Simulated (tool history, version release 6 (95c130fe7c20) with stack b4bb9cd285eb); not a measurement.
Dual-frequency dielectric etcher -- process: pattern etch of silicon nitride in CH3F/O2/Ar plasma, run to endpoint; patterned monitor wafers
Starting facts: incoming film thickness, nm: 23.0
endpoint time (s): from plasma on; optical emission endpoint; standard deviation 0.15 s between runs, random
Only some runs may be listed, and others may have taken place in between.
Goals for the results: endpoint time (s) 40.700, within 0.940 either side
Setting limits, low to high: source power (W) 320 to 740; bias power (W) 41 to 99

{"run": 1, "hour": 0.0, "source power (W)": 530, "bias power (W)": 70, "endpoint time (s)": 29.457}
{"run": 2, "hour": 6.5, "source power (W)": 530, "bias power (W)": 77, "endpoint time (s)": 28.646}
{"run": 3, "hour": 9.4, "source power (W)": 500, "bias power (W)": 72, "endpoint time (s)": 30.389}
{"run": 4, "hour": 12.5, "source power (W)": 530, "bias power (W)": 72, "endpoint time (s)": 29.445}
{"run": 5, "hour": 16.4, "source power (W)": 610, "bias power (W)": 72, "endpoint time (s)": 27.065}
{"run": 6, "hour": 22.2, "source power (W)": 640, "bias power (W)": 72, "endpoint time (s)": 26.25}
{"run": 7, "hour": 28.9, "source power (W)": 600, "bias power (W)": 69, "endpoint time (s)": 27.792}
{"run": 8, "hour": 35.2, "source power (W)": 500, "bias power (W)": 55, "endpoint time (s)": 34.243}
{"run": 9, "hour": 41.1, "source power (W)": 480, "bias power (W)": 55, "endpoint time (s)": 35.051}
{"run": 10, "hour": 47.6, "source power (W)": 460, "bias power (W)": 55, "endpoint time (s)": 35.915}
{"run": 11, "hour": 52.8, "source power (W)": 450, "bias power (W)": 55, "endpoint time (s)": 36.717}
{"run": 12, "hour": 53.4, "source power (W)": 440, "bias power (W)": 55, "endpoint time (s)": 37.494}
{"run": 13, "hour": 61.0, "source power (W)": 430, "bias power (W)": 55, "endpoint time (s)": 37.761}

Next run, 4 choices. One meets every target within its allowed miss, the rest don't. Which?
{"run": "A", "hour": 68.6, "source power (W)": 380, "bias power (W)": 51, "endpoint time (s)": "?"}
{"run": "B", "hour": 68.6, "source power (W)": 370, "bias power (W)": 60, "endpoint time (s)": "?"}
{"run": "C", "hour": 68.6, "source power (W)": 430, "bias power (W)": 54, "endpoint time (s)": "?"}
{"run": "D", "hour": 68.6, "source power (W)": 340, "bias power (W)": 61, "endpoint time (s)": "?"}

move=A endpoint_time_(s)=43.122
move=B endpoint_time_(s)=40.938
move=C endpoint_time_(s)=38.222
move=D endpoint_time_(s)=43.725
A: carries the result that was furthest off beyond its target, to the other side
B: meets every target
C: nearer than the last run, and not there yet
D: carries the result that was furthest off beyond its target, to the other side
Answer: B

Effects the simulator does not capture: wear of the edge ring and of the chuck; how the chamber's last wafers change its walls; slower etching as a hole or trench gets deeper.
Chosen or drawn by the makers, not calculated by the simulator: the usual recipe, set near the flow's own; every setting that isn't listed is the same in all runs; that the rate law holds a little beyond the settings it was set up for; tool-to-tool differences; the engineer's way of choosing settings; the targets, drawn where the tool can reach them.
